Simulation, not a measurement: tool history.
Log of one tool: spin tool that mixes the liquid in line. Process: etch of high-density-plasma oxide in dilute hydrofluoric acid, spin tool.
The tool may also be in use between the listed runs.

| run | hour | temperature setpoint of the liquid (C) | parts of water to one part of 49 % hydrofluoric acid (parts by volume) | time under the liquid (s) | thickness taken off the high-density-plasma oxide on a monitor wafer (nm) |
|---|---|---|---|---|---|
| 1 | 0 | 23 | 190 | 300 | 7.464 |
| 2 | 1.1 | 23 | 135 | 300 | 11.133 |
| 3 | 8.2 | 24 | 135 | 300 | 11.517 |
| 4 | 12.3 | 26 | 135 | 300 | 12.435 |
|  | 17.2 | thermometer replaced |
| 5 | 17.2 | 26 | 135 | 300 | 13.545 |
| 6 | 19.9 | 26 | 180 | 300 | 9.543 |

Estimate the outcome of run 7 from the log above:
| 7 | 27.1 | 27.5 | 180 | 300 | ? |

For run 7 the tool returned thickness taken off the high-density-plasma oxide on a monitor wafer (nm) 10.088.
